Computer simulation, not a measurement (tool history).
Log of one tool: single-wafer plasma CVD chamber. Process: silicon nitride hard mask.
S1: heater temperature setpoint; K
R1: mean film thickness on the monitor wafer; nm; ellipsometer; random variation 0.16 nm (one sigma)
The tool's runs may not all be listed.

{"run": 1, "hour": 0.0, "S1": 673.15, "chamber pressure (mTorr)": 1240, "RF power (W)": 245, "deposition time (s)": 33.5, "R1": 26.795}
{"run": 2, "hour": 8.6, "S1": 673.15, "chamber pressure (mTorr)": 1300, "RF power (W)": 245, "deposition time (s)": 33.5, "R1": 27.026}
{"run": 3, "hour": 17.4, "S1": 673.15, "chamber pressure (mTorr)": 1360, "RF power (W)": 245, "deposition time (s)": 33.5, "R1": 27.193}
{"run": 4, "hour": 21.5, "S1": 673.15, "chamber pressure (mTorr)": 1360, "RF power (W)": 245, "deposition time (s)": 33.5, "R1": 27.405}
{"run": 5, "hour": 30.2, "S1": 673.15, "chamber pressure (mTorr)": 1410, "RF power (W)": 245, "deposition time (s)": 33.5, "R1": 27.7}
{"run": 6, "hour": 37.4, "S1": 673.15, "chamber pressure (mTorr)": 1570, "RF power (W)": 245, "deposition time (s)": 33.5, "R1": 28.373}
{"run": 7, "hour": 43.2, "S1": 673.15, "chamber pressure (mTorr)": 1590, "RF power (W)": 245, "deposition time (s)": 33.5, "R1": 28.742}
{"run": 8, "hour": 49.1, "S1": 673.15, "chamber pressure (mTorr)": 1610, "RF power (W)": 245, "deposition time (s)": 33.5, "R1": 28.761}
{"run": 9, "hour": 57.7, "S1": 673.15, "chamber pressure (mTorr)": 1630, "RF power (W)": 245, "deposition time (s)": 33.5, "R1": 28.896}

Forecast run 10:
{"run": 10, "hour": 61.0, "S1": 673.15, "chamber pressure (mTorr)": 1650, "RF power (W)": 245, "deposition time (s)": 33.5, "R1": "?"}

Run 10 gave R1 28.771 nm.

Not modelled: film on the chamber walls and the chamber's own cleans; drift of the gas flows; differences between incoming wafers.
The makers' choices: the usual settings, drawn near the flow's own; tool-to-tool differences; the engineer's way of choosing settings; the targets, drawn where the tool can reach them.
